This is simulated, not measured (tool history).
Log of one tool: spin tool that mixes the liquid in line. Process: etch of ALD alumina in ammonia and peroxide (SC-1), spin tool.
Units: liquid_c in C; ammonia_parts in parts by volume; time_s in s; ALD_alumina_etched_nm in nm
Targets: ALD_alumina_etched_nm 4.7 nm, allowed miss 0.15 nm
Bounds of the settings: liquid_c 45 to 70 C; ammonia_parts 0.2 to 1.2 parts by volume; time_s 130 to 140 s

{"run": 1, "day": 0.0, "liquid_c": 61, "ammonia_parts": 0.7, "time_s": 130, "ALD_alumina_etched_nm": 7.659}
{"run": 2, "day": 0.208, "liquid_c": 61, "ammonia_parts": 0.7, "time_s": 130, "ALD_alumina_etched_nm": 7.6478}
{"run": 3, "day": 0.246, "liquid_c": 68, "ammonia_parts": 0.7, "time_s": 130, "ALD_alumina_etched_nm": 10.761}
{"run": 4, "day": 0.483, "liquid_c": 66.5, "ammonia_parts": 0.7, "time_s": 130, "ALD_alumina_etched_nm": 9.8847}
{"run": 5, "day": 0.646, "liquid_c": 66.5, "ammonia_parts": 0.7, "time_s": 140, "ALD_alumina_etched_nm": 10.657}
{"run": 6, "day": 0.704, "liquid_c": 62, "ammonia_parts": 0.7, "time_s": 140, "ALD_alumina_etched_nm": 8.6229}
{"run": 7, "day": 0.846, "liquid_c": 61, "ammonia_parts": 0.7, "time_s": 140, "ALD_alumina_etched_nm": 8.2067}
{"run": 8, "day": 0.95, "liquid_c": 60, "ammonia_parts": 0.7, "time_s": 140, "ALD_alumina_etched_nm": 7.7722}
{"run": 9, "day": 1.304, "liquid_c": 59, "ammonia_parts": 0.7, "time_s": 140, "ALD_alumina_etched_nm": 7.3776}
{"run": 10, "day": 1.633, "liquid_c": 58, "ammonia_parts": 0.7, "time_s": 140, "ALD_alumina_etched_nm": 7.0277}
{"run": 11, "day": 1.929, "liquid_c": 57, "ammonia_parts": 0.7, "time_s": 140, "ALD_alumina_etched_nm": 6.6981}
{"run": 12, "day": 2.183, "liquid_c": 56.5, "ammonia_parts": 0.7, "time_s": 140, "ALD_alumina_etched_nm": 6.5414}
{"run": 13, "day": 2.3, "liquid_c": 56, "ammonia_parts": 0.7, "time_s": 140, "ALD_alumina_etched_nm": 6.4236}
{"run": 14, "day": 2.667, "liquid_c": 55.5, "ammonia_parts": 0.7, "time_s": 140, "ALD_alumina_etched_nm": 6.1624}
{"run": 15, "day": 2.896, "liquid_c": 55, "ammonia_parts": 0.7, "time_s": 140, "ALD_alumina_etched_nm": 5.9848}
{"run": 16, "day": 2.921, "liquid_c": 49.5, "ammonia_parts": 0.7, "time_s": 140, "ALD_alumina_etched_nm": 4.3556}

4 next moves are on the table. One of them brings every result within its allowed miss. Which?
{"run": "A", "day": 2.946, "liquid_c": 49.5, "ammonia_parts": 0.55, "time_s": 135, "ALD_alumina_etched_nm": "?"}
{"run": "B", "day": 2.946, "liquid_c": 52, "ammonia_parts": 0.55, "time_s": 140, "ALD_alumina_etched_nm": "?"}
{"run": "C", "day": 2.946, "liquid_c": 52, "ammonia_parts": 0.7, "time_s": 130, "ALD_alumina_etched_nm": "?"}
{"run": "D", "day": 2.946, "liquid_c": 49.5, "ammonia_parts": 0.65, "time_s": 130, "ALD_alumina_etched_nm": "?"}

move=A ALD_alumina_etched_nm=4.2273
move=B ALD_alumina_etched_nm=5.0264
move=C ALD_alumina_etched_nm=4.7754
move=D ALD_alumina_etched_nm=4.1359
A: further off than the last run
B: takes the result that was furthest off past its target
C: meets every target
D: further off than the last run
The right move is C.

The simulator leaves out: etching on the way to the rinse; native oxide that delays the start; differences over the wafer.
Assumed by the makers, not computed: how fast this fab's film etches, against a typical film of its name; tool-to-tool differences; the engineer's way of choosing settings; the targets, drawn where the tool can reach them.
